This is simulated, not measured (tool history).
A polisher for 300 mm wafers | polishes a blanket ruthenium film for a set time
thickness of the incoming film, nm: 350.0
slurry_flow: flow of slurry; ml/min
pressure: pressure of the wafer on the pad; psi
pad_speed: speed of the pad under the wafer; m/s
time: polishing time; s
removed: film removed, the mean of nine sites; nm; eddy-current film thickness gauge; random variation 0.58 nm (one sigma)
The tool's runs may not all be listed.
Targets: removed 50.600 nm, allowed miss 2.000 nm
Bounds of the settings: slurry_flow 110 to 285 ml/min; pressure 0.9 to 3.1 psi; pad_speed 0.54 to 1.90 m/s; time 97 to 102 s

{"run": 1, "day": 0.0, "slurry_flow": 180, "pressure": 2.0, "pad_speed": 1.22, "time": 97, "removed": 106.96}
{"run": 2, "day": 0.15, "slurry_flow": 180, "pressure": 1.8, "pad_speed": 1.18, "time": 97, "removed": 92.298}
{"run": 3, "day": 0.204, "slurry_flow": 150, "pressure": 1.8, "pad_speed": 1.18, "time": 97, "removed": 92.526}
{"run": 4, "day": 0.338, "slurry_flow": 150, "pressure": 1.8, "pad_speed": 1.48, "time": 97, "removed": 110.62}
{"run": 5, "day": 0.583, "slurry_flow": 185, "pressure": 1.8, "pad_speed": 1.48, "time": 97, "removed": 116.91}
{"run": 6, "day": 0.933, "slurry_flow": 180, "pressure": 1.6, "pad_speed": 1.38, "time": 97, "removed": 96.53}
{"run": 7, "day": 1.104, "slurry_flow": 175, "pressure": 1.5, "pad_speed": 1.3, "time": 97, "removed": 86.338}
{"run": 8, "day": 1.325, "slurry_flow": 170, "pressure": 1.4, "pad_speed": 1.24, "time": 97, "removed": 78.104}
{"day": 1.696, "done": "worn pad replaced by a new one"}
{"run": 9, "day": 1.696, "slurry_flow": 170, "pressure": 1.3, "pad_speed": 1.2, "time": 97, "removed": 72.496}
{"run": 10, "day": 1.796, "slurry_flow": 170, "pressure": 1.2, "pad_speed": 1.16, "time": 97, "removed": 65.404}

Which of these 4 next moves meets every target?
{"run": "A", "day": 1.896, "slurry_flow": 180, "pressure": 1.5, "pad_speed": 1.14, "time": 102, "removed": "?"}
{"run": "B", "day": 1.896, "slurry_flow": 140, "pressure": 1.4, "pad_speed": 1.36, "time": 100, "removed": "?"}
{"run": "C", "day": 1.896, "slurry_flow": 175, "pressure": 1.0, "pad_speed": 1.04, "time": 98, "removed": "?"}
{"run": "D", "day": 1.896, "slurry_flow": 165, "pressure": 1.2, "pad_speed": 1.22, "time": 102, "removed": "?"}

move=A removed=85.318
move=B removed=89.089
move=C removed=50.784
move=D removed=72.632
A: further off than the last run
B: further off than the last run
C: meets every target
D: further off than the last run
Move C is the one to make.

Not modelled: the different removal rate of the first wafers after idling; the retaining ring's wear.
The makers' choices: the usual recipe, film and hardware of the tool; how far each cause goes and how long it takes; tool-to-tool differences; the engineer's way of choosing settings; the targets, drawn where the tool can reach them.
